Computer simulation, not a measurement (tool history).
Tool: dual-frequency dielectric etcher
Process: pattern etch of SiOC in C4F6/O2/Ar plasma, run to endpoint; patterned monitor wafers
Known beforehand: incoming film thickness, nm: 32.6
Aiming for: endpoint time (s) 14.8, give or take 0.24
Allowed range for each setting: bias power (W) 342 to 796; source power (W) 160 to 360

Run 1, hour 0: bias power (W) 569, source power (W) 260. Result: endpoint time (s) 12.003.
Run 2, hour 2.6: bias power (W) 569, source power (W) 240. Result: endpoint time (s) 12.654.
Run 3, hour 10.7: bias power (W) 507, source power (W) 240. Result: endpoint time (s) 13.53.
Run 4, hour 17.4: bias power (W) 459, source power (W) 240. Result: endpoint time (s) 14.372.
Run 5, hour 24.5: bias power (W) 453, source power (W) 240. Result: endpoint time (s) 14.55.
Run 6, hour 32.1: bias power (W) 450, source power (W) 240. Result: endpoint time (s) 14.535.
Run 7, hour 35: bias power (W) 422, source power (W) 240. Result: endpoint time (s) 15.225.
At hour 39.9: wet clean of the chamber.
Run 8, hour 39.9: bias power (W) 427, source power (W) 240. Result: endpoint time (s) 15.663.
Run 9, hour 44.5: bias power (W) 435, source power (W) 240. Result: endpoint time (s) 15.423.
Run 10, hour 52.1: bias power (W) 441, source power (W) 240. Result: endpoint time (s) 15.366.
Run 11, hour 58: bias power (W) 446, source power (W) 240. Result: endpoint time (s) 15.212.

Which one of the following 4 next-run settings gets every result inside its allowed miss? There is exactly one.
Run A, hour 63.9: bias power (W) 453, source power (W) 260. Result: endpoint time (s) ?.
Run B, hour 63.9: bias power (W) 548, source power (W) 220. Result: endpoint time (s) ?.
Run C, hour 63.9: bias power (W) 452, source power (W) 250. Result: endpoint time (s) ?.
Run D, hour 63.9: bias power (W) 433, source power (W) 240. Result: endpoint time (s) ?.

move  endpoint time (s)
   A             14.344
   B             14.184
   C             14.705
   D             15.495
A: pushes the last run's worst result past its target
B: pushes the last run's worst result past its target
C: all results in spec
D: lands further from the targets than the last run did
So the answer is move C, the one that meets all the targets.

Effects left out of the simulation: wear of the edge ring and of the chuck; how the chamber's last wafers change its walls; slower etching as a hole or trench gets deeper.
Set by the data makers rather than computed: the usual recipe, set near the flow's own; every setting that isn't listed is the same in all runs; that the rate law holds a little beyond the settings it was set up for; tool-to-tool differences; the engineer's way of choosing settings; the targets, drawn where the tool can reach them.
